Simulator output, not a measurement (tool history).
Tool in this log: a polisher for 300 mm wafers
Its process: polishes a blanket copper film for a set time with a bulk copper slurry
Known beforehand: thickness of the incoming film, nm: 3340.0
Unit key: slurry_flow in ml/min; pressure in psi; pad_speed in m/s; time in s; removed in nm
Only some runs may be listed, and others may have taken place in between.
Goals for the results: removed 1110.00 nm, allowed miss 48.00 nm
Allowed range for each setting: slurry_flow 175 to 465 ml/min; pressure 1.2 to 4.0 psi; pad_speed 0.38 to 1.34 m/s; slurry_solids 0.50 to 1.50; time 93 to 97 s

Run 1, day 0.000: slurry_flow 295 ml/min, pressure 2.6 psi, pad_speed 0.86 m/s, slurry_solids 1.00, time 93 s. Result: removed 654.44 nm.
Run 2, day 0.158: slurry_flow 295 ml/min, pressure 2.8 psi, pad_speed 0.86 m/s, slurry_solids 1.00, time 93 s. Result: removed 709.87 nm.
Run 3, day 0.325: slurry_flow 295 ml/min, pressure 2.8 psi, pad_speed 0.86 m/s, slurry_solids 1.15, time 93 s. Result: removed 727.31 nm.
Run 4, day 0.375: slurry_flow 245 ml/min, pressure 2.8 psi, pad_speed 0.86 m/s, slurry_solids 1.15, time 93 s. Result: removed 723.73 nm.
Run 5, day 0.442: slurry_flow 245 ml/min, pressure 3.0 psi, pad_speed 0.86 m/s, slurry_solids 1.15, time 93 s. Result: removed 744.88 nm.
Run 6, day 0.525: slurry_flow 245 ml/min, pressure 3.0 psi, pad_speed 0.86 m/s, slurry_solids 1.15, time 93 s. Result: removed 744.32 nm.
At day 0.650: slurry nozzle cleaned.
Run 7, day 0.650: slurry_flow 250 ml/min, pressure 3.2 psi, pad_speed 0.88 m/s, slurry_solids 1.15, time 93 s. Result: removed 859.88 nm.
Run 8, day 0.862: slurry_flow 255 ml/min, pressure 3.3 psi, pad_speed 0.88 m/s, slurry_solids 1.15, time 93 s. Result: removed 902.47 nm.
Run 9, day 1.012: slurry_flow 265 ml/min, pressure 3.4 psi, pad_speed 0.88 m/s, slurry_solids 1.15, time 93 s. Result: removed 919.54 nm.

Exactly one of the 5 candidate moves below puts every result within its allowed miss. Which one?
Run A, day 1.162: slurry_flow 230 ml/min, pressure 3.4 psi, pad_speed 0.98 m/s, slurry_solids 0.90, time 97 s. Result: removed ?.
Run B, day 1.162: slurry_flow 255 ml/min, pressure 4.0 psi, pad_speed 0.84 m/s, slurry_solids 1.10, time 94 s. Result: removed ?.
Run C, day 1.162: slurry_flow 285 ml/min, pressure 3.3 psi, pad_speed 0.90 m/s, slurry_solids 1.20, time 97 s. Result: removed ?.
Run D, day 1.162: slurry_flow 295 ml/min, pressure 3.3 psi, pad_speed 0.98 m/s, slurry_solids 1.10, time 96 s. Result: removed ?.
Run E, day 1.162: slurry_flow 220 ml/min, pressure 4.0 psi, pad_speed 0.86 m/s, slurry_solids 1.20, time 97 s. Result: removed ?.

move  removed
   A   986.81
   B  1027.30
   C   970.51
   D  1024.00
   E  1090.50
A: nearer than the last run, and not there yet
B: nearer than the last run, and not there yet
C: nearer than the last run, and not there yet
D: nearer than the last run, and not there yet
E: in spec on every target
The right move is E.

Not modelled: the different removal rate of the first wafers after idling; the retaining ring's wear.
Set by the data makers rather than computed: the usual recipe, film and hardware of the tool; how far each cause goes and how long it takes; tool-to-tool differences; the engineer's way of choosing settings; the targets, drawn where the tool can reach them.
